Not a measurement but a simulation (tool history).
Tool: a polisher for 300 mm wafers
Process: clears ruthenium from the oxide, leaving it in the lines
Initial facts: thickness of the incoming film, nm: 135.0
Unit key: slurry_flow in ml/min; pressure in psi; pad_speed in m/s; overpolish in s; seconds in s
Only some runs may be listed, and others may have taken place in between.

run	hour	slurry_flow	pressure	pad_speed	overpolish	seconds
1	0.0	260	2.2	0.92	11	129.83
2	2.8	260	2.0	0.92	11	144.64
3	6.9	225	2.0	0.92	11	145.02
4	14.7	225	2.0	1.14	11	114.93
5	19.8	225	2.0	1.14	9	118.13
6	26.3	225	1.8	1.12	9	133.33
7	29.5	225	1.6	1.12	9	148.94

What does the tool deliver on the next run?
8	36.3	225	1.5	1.12	9	?

seconds: 154.87 s
